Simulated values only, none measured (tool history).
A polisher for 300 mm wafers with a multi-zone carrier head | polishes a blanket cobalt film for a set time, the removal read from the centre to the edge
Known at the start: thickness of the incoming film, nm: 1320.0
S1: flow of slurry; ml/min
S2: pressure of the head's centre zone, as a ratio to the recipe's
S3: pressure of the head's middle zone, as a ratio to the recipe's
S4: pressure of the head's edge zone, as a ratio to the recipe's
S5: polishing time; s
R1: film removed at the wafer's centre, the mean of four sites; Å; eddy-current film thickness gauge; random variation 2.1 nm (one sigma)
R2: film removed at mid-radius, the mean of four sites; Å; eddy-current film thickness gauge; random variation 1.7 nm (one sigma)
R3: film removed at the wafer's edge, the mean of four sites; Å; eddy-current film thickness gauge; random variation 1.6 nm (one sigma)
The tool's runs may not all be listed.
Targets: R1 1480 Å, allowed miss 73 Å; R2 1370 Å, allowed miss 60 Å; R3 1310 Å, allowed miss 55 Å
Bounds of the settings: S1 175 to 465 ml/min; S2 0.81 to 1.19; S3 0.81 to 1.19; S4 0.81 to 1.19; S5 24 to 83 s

run	day	S1	S2	S3	S4	S5	R1	R2	R3
1	0	295	1	1	1	53	1675.8	1697.4	1769.9
2	0.35	295	1	1	1.04	53	1731.9	1747.9	1757.3
3	0.454	295	1.02	1.01	1.04	51	1705.5	1676.7	1736.1
4	0.821	295	0.96	1.01	1.04	51	1643.6	1695.3	1738.6
5	0.967	255	0.96	1.01	1.04	51	1534.4	1607.8	1687.5
6	1.329	255	0.96	1.01	0.97	51	1554.8	1625.6	1656.9
7	1.458	260	0.98	1.02	0.96	49	1544.1	1594.2	1585.8
8	1.833	260	1	1.02	0.95	48	1513.2	1561.9	1533.5
9	1.862	255	1.02	1.01	0.94	47	1547.7	1509.1	1490
10	1.929	250	1.03	1.01	0.93	46	1484.3	1425.2	1433.8
11	2.112	245	1.04	1.01	0.92	46	1511.8	1460	1395.3
12	2.192	240	1.04	1.01	0.92	46	1511.7	1487.3	1438.7
13	2.221	240	1.05	1.01	0.91	46	1532.1	1430.2	1406.6
14	2.379	235	1.05	1.01	0.9	46	1492.9	1419.9	1400.9
15	2.588	235	1.06	1.01	0.89	46	1486.4	1428.2	1413.9
16	2.867	245	1.14	1.03	0.83	42	1481.1	1337.3	1265.5
17	2.896	245	1.14	1.03	0.84	42	1467.9	1347	1256.5

4 next moves are on the table. One of them brings every result within its allowed miss. Which?
A	2.925	265	1.14	1.09	0.82	40	?	?	?
B	2.925	295	1.07	1.01	0.87	42	?	?	?
C	2.925	280	1.19	1.19	0.85	38	?	?	?
D	2.925	230	1.09	1.09	0.84	45	?	?	?

move	R1	R2	R3
A	1432.2	1396.5	1207.5
B	1439.5	1400.3	1320.5
C	1437.3	1444.4	1172.1
D	1492	1527.7	1345.1
A: further off than the last run
B: meets every target
C: further off than the last run
D: brings the result that was furthest off to its target, and leaves another outside
The right move is B.
